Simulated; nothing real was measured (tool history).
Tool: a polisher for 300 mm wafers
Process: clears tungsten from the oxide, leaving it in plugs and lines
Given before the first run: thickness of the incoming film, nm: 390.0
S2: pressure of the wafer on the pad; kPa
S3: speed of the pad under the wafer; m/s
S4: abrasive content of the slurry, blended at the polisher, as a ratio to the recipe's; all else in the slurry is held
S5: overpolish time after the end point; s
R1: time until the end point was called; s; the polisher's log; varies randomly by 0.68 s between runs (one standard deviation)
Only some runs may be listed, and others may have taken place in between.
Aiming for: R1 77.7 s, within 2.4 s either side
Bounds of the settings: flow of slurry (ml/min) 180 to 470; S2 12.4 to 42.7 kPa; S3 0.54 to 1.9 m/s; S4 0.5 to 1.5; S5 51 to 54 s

Run 1, hour 0: flow of slurry (ml/min) 300, S2 27.6 kPa, S3 1.22 m/s, S4 1, S5 51 s. Result: R1 58.733 s.
Run 2, hour 2.7: flow of slurry (ml/min) 300, S2 27.6 kPa, S3 1.22 m/s, S4 1, S5 54 s. Result: R1 59.453 s.
Run 3, hour 4.4: flow of slurry (ml/min) 300, S2 27.6 kPa, S3 0.96 m/s, S4 1, S5 54 s. Result: R1 74.687 s.
Run 4, hour 10: flow of slurry (ml/min) 300, S2 27.6 kPa, S3 0.96 m/s, S4 1.15, S5 54 s. Result: R1 71.72 s.
Run 5, hour 14.7: flow of slurry (ml/min) 300, S2 27.6 kPa, S3 0.96 m/s, S4 1.05, S5 54 s. Result: R1 73.918 s.
Run 6, hour 22.1: flow of slurry (ml/min) 300, S2 27.6 kPa, S3 0.84 m/s, S4 1.05, S5 54 s. Result: R1 81.637 s.
Run 7, hour 24.3: flow of slurry (ml/min) 300, S2 28.3 kPa, S3 0.84 m/s, S4 1.05, S5 54 s. Result: R1 81.22 s.
Run 8, hour 25.2: flow of slurry (ml/min) 300, S2 29 kPa, S3 0.84 m/s, S4 1.05, S5 54 s. Result: R1 80.789 s.
Run 9, hour 29.9: flow of slurry (ml/min) 300, S2 29 kPa, S3 0.84 m/s, S4 1.05, S5 54 s. Result: R1 81.341 s.

Next run, 4 choices. One meets every target within its allowed miss, the rest don't. Which?
Run A, hour 34.6: flow of slurry (ml/min) 295, S2 30.3 kPa, S3 0.88 m/s, S4 1.1, S5 51 s. Result: R1 ?.
Run B, hour 34.6: flow of slurry (ml/min) 360, S2 30.3 kPa, S3 0.92 m/s, S4 1, S5 51 s. Result: R1 ?.
Run C, hour 34.6: flow of slurry (ml/min) 230, S2 42.1 kPa, S3 0.62 m/s, S4 1.15, S5 54 s. Result: R1 ?.
Run D, hour 34.6: flow of slurry (ml/min) 335, S2 30.3 kPa, S3 0.88 m/s, S4 1.05, S5 52 s. Result: R1 ?.

move      R1
   A  72.548
   B  70.076
   C  77.915
   D  72.641
A: the result that was furthest off in the last run now lies on the other side of its target
B: the result that was furthest off in the last run now lies on the other side of its target
C: every result lands within tolerance
D: the result that was furthest off in the last run now lies on the other side of its target
So the answer is move C, the one that meets all the targets.
